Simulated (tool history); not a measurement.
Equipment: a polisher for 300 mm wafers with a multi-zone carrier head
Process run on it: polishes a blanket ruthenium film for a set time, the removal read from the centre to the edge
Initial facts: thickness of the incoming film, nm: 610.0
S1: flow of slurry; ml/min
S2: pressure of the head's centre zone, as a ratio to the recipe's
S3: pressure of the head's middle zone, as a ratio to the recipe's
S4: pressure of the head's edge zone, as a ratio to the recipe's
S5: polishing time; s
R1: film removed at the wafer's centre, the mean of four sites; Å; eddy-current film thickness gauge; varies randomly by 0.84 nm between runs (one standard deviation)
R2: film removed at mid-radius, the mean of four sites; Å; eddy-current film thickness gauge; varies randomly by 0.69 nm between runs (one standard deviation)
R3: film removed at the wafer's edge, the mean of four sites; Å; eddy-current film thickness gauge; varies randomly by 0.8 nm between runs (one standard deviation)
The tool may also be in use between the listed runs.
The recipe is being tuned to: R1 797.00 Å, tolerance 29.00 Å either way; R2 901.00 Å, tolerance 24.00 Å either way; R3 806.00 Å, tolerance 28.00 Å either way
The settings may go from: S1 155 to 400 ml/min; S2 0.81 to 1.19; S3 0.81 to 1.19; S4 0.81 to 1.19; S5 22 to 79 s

run	hour	S1	S2	S3	S4	S5	R1	R2	R3
1	0.0	255	1.00	1.00	1.00	50	800.12	796.09	826.79
2	7.9	255	1.00	1.00	1.05	50	799.44	788.03	859.98
3	13.4	260	1.00	1.01	1.04	50	795.32	807.69	868.12
4	14.9	265	1.00	1.02	1.03	50	816.09	816.68	855.35
5	18.5	265	0.93	1.02	1.03	50	756.21	818.02	871.21
6	25.0	270	0.93	1.03	1.02	50	765.47	820.11	856.88
7	33.1	275	0.93	1.04	1.01	50	756.62	831.57	839.61
8	36.4	330	0.99	1.12	0.95	50	826.40	908.65	835.74

Which of these 5 next moves meets every target?
A	39.7	250	1.12	1.11	0.97	49	?	?	?
B	39.7	355	1.07	1.09	0.94	50	?	?	?
C	39.7	345	0.93	1.19	0.95	51	?	?	?
D	39.7	395	0.99	1.11	0.90	52	?	?	?
E	39.7	345	0.92	1.07	0.81	52	?	?	?

move	R1	R2	R3
A	877.21	841.11	812.87
B	890.33	876.94	840.13
C	786.86	962.98	858.60
D	864.49	934.77	861.04
E	792.92	896.38	813.28
A: meets the target for the result that was furthest off, but another lies outside its allowed miss
B: its largest miss is bigger than the last run's
C: its largest miss is bigger than the last run's
D: its largest miss is bigger than the last run's
E: all results in spec
So the answer is move E, the one that meets all the targets.

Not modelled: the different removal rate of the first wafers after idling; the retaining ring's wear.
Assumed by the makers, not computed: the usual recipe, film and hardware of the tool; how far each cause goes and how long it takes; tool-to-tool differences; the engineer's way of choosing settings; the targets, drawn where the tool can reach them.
